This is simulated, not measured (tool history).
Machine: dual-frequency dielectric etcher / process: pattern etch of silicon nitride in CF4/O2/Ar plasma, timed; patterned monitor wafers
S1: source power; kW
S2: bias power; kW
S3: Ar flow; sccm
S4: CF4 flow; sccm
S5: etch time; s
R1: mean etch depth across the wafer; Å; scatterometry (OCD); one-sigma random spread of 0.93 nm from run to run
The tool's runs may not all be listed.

run  hour     S1     S2   S3   S4   S5      R1
  1   0.0  0.660  0.045   97  123  209  5354.1
  2   3.0  0.660  0.045  106  123  209  5317.2
  3   5.3  0.620  0.044  106  123  209  5067.2
  4   8.5  0.620  0.044   95  123  209  5133.0
  5  13.5  0.620  0.044   79  123  209  5194.9
  6  14.6  0.620  0.044   63  123  209  5296.3

Forecast run 7:
  7  18.1  0.580  0.043  63  123  209   ?

R1: 5060.1 Å

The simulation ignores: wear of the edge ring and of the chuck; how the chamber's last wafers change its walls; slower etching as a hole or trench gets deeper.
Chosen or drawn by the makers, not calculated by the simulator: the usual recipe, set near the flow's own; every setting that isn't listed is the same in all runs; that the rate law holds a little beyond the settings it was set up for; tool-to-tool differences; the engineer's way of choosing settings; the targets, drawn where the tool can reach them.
